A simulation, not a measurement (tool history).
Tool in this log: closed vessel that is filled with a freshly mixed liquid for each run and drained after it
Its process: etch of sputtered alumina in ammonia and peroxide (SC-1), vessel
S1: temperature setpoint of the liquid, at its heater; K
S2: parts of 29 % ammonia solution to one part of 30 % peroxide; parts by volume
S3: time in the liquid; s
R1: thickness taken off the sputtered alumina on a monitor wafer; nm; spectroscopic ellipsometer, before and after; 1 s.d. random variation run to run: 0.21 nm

run	hour	S1	S2	S3	R1
1	0	320.15	0.95	940	40.377
2	7.8	321.65	0.95	940	44.286
3	14.9	316.65	0.95	940	33.285
4	20.8	319.15	0.95	940	38.475
5	22.3	321.15	0.95	940	42.601
6	24	326.65	0.95	940	58.013
7	30.5	327.15	0.95	940	59.677
8	37.8	327.65	0.95	940	61.021
9	46.2	328.15	0.95	940	62.4

What will run 10 give?
10	51.9	328.65	0.95	940	?

Run 10 measured R1 64.225 nm.
